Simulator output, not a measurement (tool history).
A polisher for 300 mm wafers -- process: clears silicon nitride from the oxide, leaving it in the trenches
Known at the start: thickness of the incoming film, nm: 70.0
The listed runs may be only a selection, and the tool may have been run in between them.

| run | hour | flow of slurry (ml/min) | pressure of the wafer on the pad (psi) | speed of the pad under the wafer (cm/s) | overpolish time after the end point (s) | time until the end point was called (s) |
|---|---|---|---|---|---|---|
| 1 | 0.0 | 165 | 2.4 | 120 | 3 | 82.257 |
| 2 | 1.2 | 165 | 2.4 | 120 | 2 | 81.073 |
| 3 | 5.2 | 165 | 2.4 | 100 | 2 | 93.157 |
| 4 | 11.6 | 205 | 2.4 | 100 | 2 | 89.331 |
| 5 | 19.7 | 205 | 2.5 | 102 | 2 | 83.876 |
| 6 | 28.0 | 205 | 2.5 | 88 | 2 | 93.090 |
| 7 | 28.8 | 210 | 3.1 | 98 | 2 | 69.651 |
| 8 | 33.5 | 210 | 3.2 | 98 | 2 | 67.494 |
| 9 | 36.4 | 210 | 3.3 | 98 | 2 | 66.481 |
| 10 | 44.7 | 210 | 3.4 | 98 | 2 | 61.855 |

Run 11 has not been measured yet. What should we expect?
| 11 | 50.6 | 210 | 3.5 | 100 | 2 | ? |

{"run 11": {"time until the end point was called (s)": 60.651}}
